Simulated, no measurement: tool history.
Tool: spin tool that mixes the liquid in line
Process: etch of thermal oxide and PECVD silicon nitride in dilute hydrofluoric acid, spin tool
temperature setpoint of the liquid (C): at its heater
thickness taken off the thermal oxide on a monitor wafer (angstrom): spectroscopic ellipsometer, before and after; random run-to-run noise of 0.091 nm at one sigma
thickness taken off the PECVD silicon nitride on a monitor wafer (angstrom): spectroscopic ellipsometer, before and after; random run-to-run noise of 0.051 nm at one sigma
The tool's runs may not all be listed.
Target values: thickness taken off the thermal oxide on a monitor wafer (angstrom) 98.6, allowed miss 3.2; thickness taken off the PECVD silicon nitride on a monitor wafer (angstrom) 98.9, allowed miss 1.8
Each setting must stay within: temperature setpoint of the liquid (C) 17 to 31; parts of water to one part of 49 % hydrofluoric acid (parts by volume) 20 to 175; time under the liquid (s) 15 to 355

run  hour  temperature setpoint of the liquid (C)  parts of water to one part of 49 % hydrofluoric acid (parts by volume)  time under the liquid (s)  thickness taken off the thermal oxide on a monitor wafer (angstrom)  thickness taken off the PECVD silicon nitride on a monitor wafer (angstrom)
  1     0                                      23                                                                      95                        180                                                               85.716                                                                       94.774
  2   2.5                                    22.5                                                                      90                        175                                                                87.28                                                                       93.991
  3   4.4                                      22                                                                      85                        170                                                               86.347                                                                       93.241
  4   9.5                                    20.5                                                                      85                        170                                                               81.858                                                                       83.105
  5  13.3                                    20.5                                                                      80                        170                                                               87.661                                                                       89.198
  6  20.6                                    20.5                                                                      50                        170                                                                147.7                                                                       140.16
  7  25.8                                      20                                                                      60                        175                                                                120.6                                                                       116.97
  8  28.4                                    19.5                                                                      65                        180                                                               112.57                                                                        108.5
  9  32.5                                    19.5                                                                      70                        185                                                               105.57                                                                       102.78

Next run, 4 choices. One meets every target within its allowed miss, the rest don't. Which?
  A  36.6                                    18.5                                                                      80                        210                                                                    ?                                                                            ?
  B  36.6                                      19                                                                      70                        175                                                                    ?                                                                            ?
  C  36.6                                      20                                                                      80                        195                                                                    ?                                                                            ?
  D  36.6                                      21                                                                      75                        190                                                                    ?                                                                            ?

move  thickness taken off the thermal oxide on a monitor wafer (angstrom)  thickness taken off the PECVD silicon nitride on a monitor wafer (angstrom)
   A                                                               100.54                                                                       96.322
   B                                                               98.898                                                                       94.636
   C                                                               99.409                                                                         99.2
   D                                                               108.33                                                                       110.24
A: the furthest-off result lands on target, but another misses its tolerance
B: the furthest-off result lands on target, but another misses its tolerance
C: each result inside its tolerance
D: the biggest miss grows against the last run
C is the move that brings every result within its allowed miss.
